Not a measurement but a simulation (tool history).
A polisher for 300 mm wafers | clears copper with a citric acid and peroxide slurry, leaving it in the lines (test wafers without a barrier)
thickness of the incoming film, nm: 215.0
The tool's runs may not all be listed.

run,hour,flow of slurry (ml/min),pressure of the wafer on the pad (psi),speed of the pad under the wafer (cm/s),abrasive content of the slurry,overpolish time after the end point (s),time until the end point was called (s),dishing of a wide line in a test structure (nm)
1,0,270,2,114,1,13,108.62,18.071
2,0.6,270,2,114,1,10,110.71,13.999
3,2.6,270,1.9,114,1,11,112.1,14.884
4,4.4,270,1.9,114,1,14,113.9,18.333
5,9.6,270,1.8,114,1,14,115.35,17.445
6,10.7,270,1.7,112,1,14,123.21,16.787
7,17.2,270,1.6,112,1,14,127.02,16.137

Run 8 comes next. What will it give?
8,19.5,270,1,108,1,16,?,?

{"run 8": {"time until the end point was called (s)": 164.63, "dishing of a wide line in a test structure (nm)": 14.811}}
